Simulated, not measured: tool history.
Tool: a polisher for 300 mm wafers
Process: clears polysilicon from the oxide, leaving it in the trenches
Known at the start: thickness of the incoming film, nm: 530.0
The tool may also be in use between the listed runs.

run,day,flow of slurry (ml/min),pressure of the wafer on the pad (kPa),speed of the pad under the wafer (cm/s),overpolish time after the end point (s),time until the end point was called (s),dishing of a wide line in a test structure (Å)
1,0.000,255,12.4,112,19,58.597,400.08
2,0.029,255,15.2,112,19,48.035,409.38
3,0.271,255,15.2,112,22,48.988,400.79
4,0.562,255,15.2,112,17,48.027,395.45
5,0.862,255,13.1,108,17,58.176,401.35
6,0.996,255,13.1,108,12,57.936,373.60
7,1.338,255,11.7,104,13,67.321,369.44

Run 8 comes next. What will it give?
8,1.396,255,10.3,102,15,?,?

{"run 8": {"time until the end point was called (s)": 76.295, "dishing of a wide line in a test structure (Å)": 370.19}}

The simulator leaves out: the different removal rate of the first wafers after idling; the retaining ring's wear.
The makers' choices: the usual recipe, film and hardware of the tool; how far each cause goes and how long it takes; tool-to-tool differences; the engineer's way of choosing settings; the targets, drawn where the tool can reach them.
